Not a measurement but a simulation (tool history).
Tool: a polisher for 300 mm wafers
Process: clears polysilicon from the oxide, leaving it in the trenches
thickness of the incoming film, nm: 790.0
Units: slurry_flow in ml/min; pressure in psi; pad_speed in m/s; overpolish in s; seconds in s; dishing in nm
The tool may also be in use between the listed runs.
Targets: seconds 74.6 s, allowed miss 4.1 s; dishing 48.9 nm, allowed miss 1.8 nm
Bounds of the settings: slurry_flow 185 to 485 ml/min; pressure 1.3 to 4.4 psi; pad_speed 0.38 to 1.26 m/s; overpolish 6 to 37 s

run 1 hour=0 | slurry_flow=310 pressure=2.8 pad_speed=0.82 overpolish=19 | seconds=62.764 dishing=67.742
run 2 hour=3.5 | slurry_flow=315 pressure=2.7 pad_speed=0.82 overpolish=17 | seconds=65.188 dishing=67.264
run 3 hour=9.5 | slurry_flow=290 pressure=2.8 pad_speed=0.78 overpolish=15 | seconds=65.717 dishing=64.995
run 4 hour=11.7 | slurry_flow=290 pressure=2.5 pad_speed=0.78 overpolish=15 | seconds=74.499 dishing=64.8
run 5 hour=16.1 | slurry_flow=290 pressure=3.1 pad_speed=0.78 overpolish=15 | seconds=61.179 dishing=66.647
run 6 hour=21.3 | slurry_flow=335 pressure=3.1 pad_speed=0.78 overpolish=15 | seconds=59.125 dishing=65.874
run 7 hour=29.5 | slurry_flow=360 pressure=3.2 pad_speed=0.7 overpolish=13 | seconds=63.663 dishing=64.003
run 8 hour=35 | slurry_flow=380 pressure=3.3 pad_speed=0.64 overpolish=12 | seconds=65.372 dishing=61.935
run 9 hour=36.4 | slurry_flow=470 pressure=3.7 pad_speed=0.42 overpolish=6 | seconds=90.259 dishing=40.149
run 10 hour=41.1 | slurry_flow=450 pressure=3.7 pad_speed=0.42 overpolish=6 | seconds=92.322 dishing=40.281
run 11 hour=46 | slurry_flow=430 pressure=3.7 pad_speed=0.44 overpolish=7 | seconds=88.252 dishing=44.915
run 12 hour=51.7 | slurry_flow=425 pressure=3.8 pad_speed=0.44 overpolish=7 | seconds=82.933 dishing=45.65
run 13 hour=54.7 | slurry_flow=420 pressure=3.8 pad_speed=0.44 overpolish=7 | seconds=83.87 dishing=44.825
run 14 hour=55.4 | slurry_flow=410 pressure=3.8 pad_speed=0.44 overpolish=7 | seconds=85.41 dishing=45.082
run 15 hour=56.8 | slurry_flow=400 pressure=3.9 pad_speed=0.44 overpolish=7 | seconds=82.967 dishing=45.732
run 16 hour=59 | slurry_flow=365 pressure=4.3 pad_speed=0.44 overpolish=16 | seconds=76.362 dishing=64.941
run 17 hour=67.5 | slurry_flow=380 pressure=4.3 pad_speed=0.44 overpolish=15 | seconds=75.727 dishing=63.469
run 18 hour=76.4 | slurry_flow=470 pressure=4.1 pad_speed=0.44 overpolish=6 | seconds=79.354 dishing=43.961
run 19 hour=84.7 | slurry_flow=460 pressure=4.1 pad_speed=0.44 overpolish=6 | seconds=77.565 dishing=43.846
run 20 hour=86 | slurry_flow=485 pressure=4.2 pad_speed=0.44 overpolish=15 | seconds=76.949 dishing=64.32
run 21 hour=93.8 | slurry_flow=485 pressure=4.2 pad_speed=0.44 overpolish=14 | seconds=77.761 dishing=61.982

4 next moves are on the table. One of them brings every result within its allowed miss. Which?
run A hour=101.6 | slurry_flow=480 pressure=4.2 pad_speed=0.46 overpolish=7 | seconds=? dishing=?
run B hour=101.6 | slurry_flow=420 pressure=4.4 pad_speed=0.5 overpolish=8 | seconds=? dishing=?
run C hour=101.6 | slurry_flow=455 pressure=4.3 pad_speed=0.52 overpolish=6 | seconds=? dishing=?
run D hour=101.6 | slurry_flow=485 pressure=4 pad_speed=0.48 overpolish=9 | seconds=? dishing=?

move=A seconds=74.9 dishing=49.344
move=B seconds=66.887 dishing=55.289
move=C seconds=65.458 dishing=48.855
move=D seconds=75.143 dishing=55.321
A: meets every target
B: nearer than the last run, and not there yet
C: brings the result that was furthest off to its target, and leaves another outside
D: nearer than the last run, and not there yet
The right move is A.
